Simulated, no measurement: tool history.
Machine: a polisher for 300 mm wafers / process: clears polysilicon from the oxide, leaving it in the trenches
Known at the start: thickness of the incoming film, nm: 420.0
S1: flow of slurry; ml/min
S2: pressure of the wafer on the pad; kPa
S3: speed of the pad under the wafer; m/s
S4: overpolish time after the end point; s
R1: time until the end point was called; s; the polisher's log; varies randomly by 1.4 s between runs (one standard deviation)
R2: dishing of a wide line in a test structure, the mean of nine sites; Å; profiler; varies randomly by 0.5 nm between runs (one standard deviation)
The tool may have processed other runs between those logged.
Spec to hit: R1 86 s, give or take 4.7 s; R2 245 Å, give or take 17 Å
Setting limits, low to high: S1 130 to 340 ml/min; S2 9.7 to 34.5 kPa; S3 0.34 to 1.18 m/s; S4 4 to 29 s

| run | day | S1 | S2 | S3 | S4 | R1 | R2 |
|---|---|---|---|---|---|---|---|
| 1 | 0 | 220 | 22.1 | 0.76 | 15 | 39.569 | 420.67 |
| 2 | 0.079 | 220 | 19.3 | 0.72 | 12 | 47.954 | 379.39 |
| 3 | 0.108 | 220 | 15.9 | 0.72 | 12 | 55.73 | 361.72 |
| 4 | 0.262 | 220 | 19.3 | 0.72 | 12 | 47.03 | 394.21 |
| 5 | 0.429 | 195 | 19.3 | 0.72 | 12 | 48.433 | 389.01 |
| 6 | 0.725 | 195 | 19.3 | 0.64 | 12 | 50.953 | 388.11 |
| 7 | 1.062 | 230 | 17.2 | 0.62 | 10 | 57.484 | 343.4 |
| 8 | 1.15 | 250 | 15.9 | 0.6 | 9 | 60.643 | 307.86 |
| 9 | 1.362 | 255 | 14.5 | 0.58 | 8 | 69.591 | 271.62 |
| 10 | 1.508 | 255 | 10.3 | 0.56 | 8 | 94.489 | 225.92 |
| 11 | 1.642 | 255 | 11 | 0.56 | 8 | 94.243 | 241.48 |
| 12 | 1.733 | 260 | 11 | 0.56 | 8 | 91.389 | 233.26 |

Of the 5 settings listed for the next run, only one would bring every result within its allowed miss of target. Which one?
| A | 1.825 | 250 | 11.7 | 0.48 | 9 | ? | ? |
| B | 1.825 | 220 | 14.5 | 0.34 | 9 | ? | ? |
| C | 1.825 | 260 | 11 | 0.5 | 12 | ? | ? |
| D | 1.825 | 200 | 12.4 | 0.66 | 10 | ? | ? |
| E | 1.825 | 280 | 10.3 | 0.68 | 8 | ? | ? |

| move | R1 | R2 |
|---|---|---|
| A | 97.831 | 235.24 |
| B | 99.279 | 233.07 |
| C | 100.54 | 274.02 |
| D | 77.387 | 285.72 |
| E | 86.391 | 236.22 |
A: misses by more than the last run did
B: misses by more than the last run did
C: misses by more than the last run did
D: moves the result that the last run missed by most past its target, out the other side
E: meets every target
So the answer is move E, the one that meets all the targets.

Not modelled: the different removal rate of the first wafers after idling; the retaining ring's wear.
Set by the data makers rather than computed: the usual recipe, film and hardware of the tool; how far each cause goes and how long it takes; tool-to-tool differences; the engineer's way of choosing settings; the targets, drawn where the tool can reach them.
